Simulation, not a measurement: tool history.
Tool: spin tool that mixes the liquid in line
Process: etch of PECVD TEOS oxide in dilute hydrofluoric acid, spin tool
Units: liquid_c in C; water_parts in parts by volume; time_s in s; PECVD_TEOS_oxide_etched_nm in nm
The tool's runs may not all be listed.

run  hour  liquid_c  water_parts  time_s  PECVD_TEOS_oxide_etched_nm
  1     0        25          100      15                      1.3347
  2   2.3        25          130      15                      1.0008
  3   7.9      27.5          115      15                      1.2794
  4  15.3      27.5          145      15                     0.96798
  5  21.7      27.5          120      15                      1.2064
  6  23.6      27.5          120      15                      1.1959
  7  30.2        29          105      15                      1.5107
  8  34.5      30.5          100      15                      1.6731
  9  36.6        33           80      15                      2.3601

The next listed run, before its measurement:
 10    45      32.5           80      15                           ?

{"run 10": {"PECVD_TEOS_oxide_etched_nm": 2.3112}}

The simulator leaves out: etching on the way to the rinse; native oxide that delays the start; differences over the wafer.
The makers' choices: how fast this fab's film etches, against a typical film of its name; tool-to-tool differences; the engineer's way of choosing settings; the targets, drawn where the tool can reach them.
